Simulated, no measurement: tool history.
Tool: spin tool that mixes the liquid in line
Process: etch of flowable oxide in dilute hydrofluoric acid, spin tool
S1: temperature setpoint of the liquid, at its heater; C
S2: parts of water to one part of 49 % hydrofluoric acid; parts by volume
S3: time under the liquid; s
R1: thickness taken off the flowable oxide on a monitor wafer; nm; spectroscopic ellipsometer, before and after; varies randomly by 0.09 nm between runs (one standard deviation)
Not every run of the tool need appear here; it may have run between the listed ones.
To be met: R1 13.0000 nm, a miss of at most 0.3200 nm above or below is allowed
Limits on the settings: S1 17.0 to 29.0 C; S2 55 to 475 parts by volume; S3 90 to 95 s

run,hour,S1,S2,S3,R1
1,0.0,21.0,265,90,8.4793
2,7.3,22.5,260,90,9.2531
3,10.5,21.0,260,90,8.7171
4,11.6,22.5,260,90,9.2087
5,18.1,23.5,255,90,9.7825
6,25.6,23.5,255,95,10.3330
7,29.9,24.5,250,95,10.7790
8,33.4,25.0,245,95,11.3740
9,34.9,25.5,245,95,11.4800
10,41.9,26.0,245,95,11.8290
11,48.8,26.5,245,95,12.0730
12,54.7,27.0,245,95,12.2470
13,56.5,27.5,245,95,12.3940

Exercise: of the 4 proposed moves below, exactly one satisfies all targets within the stated allowed misses. Which move is it?
A,58.3,25.5,210,95,?
B,58.3,24.5,225,95,?
C,58.3,28.0,240,95,?
D,58.3,29.0,235,95,?

move,R1
A,14.0300
B,12.4270
C,12.9670
D,13.7820
A: the result that was furthest off in the last run now lies on the other side of its target
B: nearer the targets than the last run, but a result is still out of spec
C: all results in spec
D: the result that was furthest off in the last run now lies on the other side of its target
Correct choice: C, which meets every target

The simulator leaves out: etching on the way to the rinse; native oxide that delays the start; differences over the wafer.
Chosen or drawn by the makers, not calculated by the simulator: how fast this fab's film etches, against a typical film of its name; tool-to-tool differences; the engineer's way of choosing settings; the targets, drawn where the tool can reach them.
